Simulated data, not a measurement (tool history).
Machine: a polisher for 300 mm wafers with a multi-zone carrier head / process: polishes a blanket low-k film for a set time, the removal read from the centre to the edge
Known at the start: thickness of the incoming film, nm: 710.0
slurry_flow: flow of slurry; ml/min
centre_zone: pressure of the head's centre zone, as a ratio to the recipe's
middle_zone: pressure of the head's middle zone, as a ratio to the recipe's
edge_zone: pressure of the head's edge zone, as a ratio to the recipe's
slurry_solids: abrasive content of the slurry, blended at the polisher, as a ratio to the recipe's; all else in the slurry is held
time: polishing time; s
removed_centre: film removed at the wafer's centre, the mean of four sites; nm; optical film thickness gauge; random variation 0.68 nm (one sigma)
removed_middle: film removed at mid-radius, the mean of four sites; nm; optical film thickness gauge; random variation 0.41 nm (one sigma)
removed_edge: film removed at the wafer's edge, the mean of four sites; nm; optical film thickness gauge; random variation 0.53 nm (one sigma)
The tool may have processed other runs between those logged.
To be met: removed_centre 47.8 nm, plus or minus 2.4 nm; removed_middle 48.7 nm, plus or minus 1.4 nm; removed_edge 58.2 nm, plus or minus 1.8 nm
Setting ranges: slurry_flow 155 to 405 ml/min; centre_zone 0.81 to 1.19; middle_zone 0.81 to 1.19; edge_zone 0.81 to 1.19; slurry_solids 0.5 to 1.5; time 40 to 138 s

run,hour,slurry_flow,centre_zone,middle_zone,edge_zone,slurry_solids,time,removed_centre,removed_middle,removed_edge
1,0,260,1,1,1,1,88,40.089,40.3,41.197
2,8.7,260,1,1,1.07,1,88,39.093,40.596,42.488
3,12.4,260,0.99,0.97,1.11,1.15,89,44.697,42.195,47.299
4,16.1,260,0.94,0.97,1.14,1.25,90,41.935,44.118,49.833
5,24.9,235,0.94,0.97,1.14,1.25,90,42.346,44.421,48.226
6,33.1,235,0.94,0.97,1.14,1.1,90,40.165,41.933,46.304
7,38.5,270,0.94,0.97,1.16,1.2,90,42.482,43.571,49.242
8,45.8,290,0.93,0.97,1.17,1.3,90,42.845,46.91,51.574
9,54.3,305,0.93,0.94,1.18,1.35,90,45.897,46.979,52.81
10,56.7,290,0.9,0.91,1.18,1.4,92,44.416,46.726,54.865
11,58,300,0.9,0.9,1.18,1.45,92,45.175,46.754,54.913
12,61,305,0.9,0.89,1.18,1.45,93,46.623,47.099,55.811

4 next moves are on the table. One of them brings every result within its allowed miss. Which?
A,64,320,0.84,0.85,1.14,1.5,94,?,?,?
B,64,275,0.91,0.9,1.19,1.4,98,?,?,?
C,64,275,1.04,0.95,1.08,1.4,92,?,?,?
D,64,295,0.92,0.89,1.16,1.45,89,?,?,?

move,removed_centre,removed_middle,removed_edge
A,44.708,46.628,56.324
B,48.372,48.534,57.748
C,51.969,47.372,51.549
D,45.407,44.662,52.771
A: its largest miss is bigger than the last run's
B: hits every target within its allowed miss
C: its largest miss is bigger than the last run's
D: its largest miss is bigger than the last run's
B meets every target.
